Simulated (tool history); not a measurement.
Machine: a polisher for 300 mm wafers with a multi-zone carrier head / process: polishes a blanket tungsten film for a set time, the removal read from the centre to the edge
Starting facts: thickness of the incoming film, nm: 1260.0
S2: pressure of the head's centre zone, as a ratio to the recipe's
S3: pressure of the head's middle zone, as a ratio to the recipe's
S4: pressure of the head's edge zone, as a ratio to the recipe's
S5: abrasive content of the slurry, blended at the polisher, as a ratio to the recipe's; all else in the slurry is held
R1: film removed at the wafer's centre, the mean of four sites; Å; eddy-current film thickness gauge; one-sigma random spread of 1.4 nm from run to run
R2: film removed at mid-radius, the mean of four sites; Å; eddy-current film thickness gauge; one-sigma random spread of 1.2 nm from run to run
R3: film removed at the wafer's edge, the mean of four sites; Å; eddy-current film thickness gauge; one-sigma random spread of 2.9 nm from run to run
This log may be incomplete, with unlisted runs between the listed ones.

Run 1, day 0: flow of slurry (ml/min) 230, S2 1, S3 1, S4 1, S5 1, polishing time (s) 47. Result: R1 2060.9 Å, R2 2077 Å, R3 2105.3 Å.
Run 2, day 0.35: flow of slurry (ml/min) 220, S2 1.01, S3 0.97, S4 1.01, S5 1, polishing time (s) 47. Result: R1 2041.5 Å, R2 1994.5 Å, R3 2020.1 Å.
Run 3, day 0.558: flow of slurry (ml/min) 220, S2 1.09, S3 0.97, S4 1.01, S5 1, polishing time (s) 47. Result: R1 2228.4 Å, R2 1992.9 Å, R3 2106.6 Å.
Run 4, day 0.683: flow of slurry (ml/min) 220, S2 1.09, S3 0.97, S4 1.01, S5 1, polishing time (s) 36. Result: R1 1708.3 Å, R2 1536.2 Å, R3 1613 Å.
Run 5, day 0.758: flow of slurry (ml/min) 220, S2 1.09, S3 0.97, S4 1.01, S5 1.15, polishing time (s) 36. Result: R1 1743.6 Å, R2 1558.5 Å, R3 1612.2 Å.
Run 6, day 0.871: flow of slurry (ml/min) 220, S2 1.09, S3 0.97, S4 1.01, S5 1.3, polishing time (s) 36. Result: R1 1810.5 Å, R2 1614.9 Å, R3 1671.7 Å.
Run 7, day 1.075: flow of slurry (ml/min) 230, S2 1.1, S3 0.96, S4 1.05, S5 1.35, polishing time (s) 37. Result: R1 1881.7 Å, R2 1653.2 Å, R3 1764.8 Å.

Expected results for the next run?
Run 8, day 1.379: flow of slurry (ml/min) 275, S2 1.15, S3 0.94, S4 1.15, S5 1.5, polishing time (s) 40. Result: R1 ?, R2 ?, R3 ?.

{"run 8": {"R1": 2226.6, "R2": 1861.8, "R3": 2092.3}}

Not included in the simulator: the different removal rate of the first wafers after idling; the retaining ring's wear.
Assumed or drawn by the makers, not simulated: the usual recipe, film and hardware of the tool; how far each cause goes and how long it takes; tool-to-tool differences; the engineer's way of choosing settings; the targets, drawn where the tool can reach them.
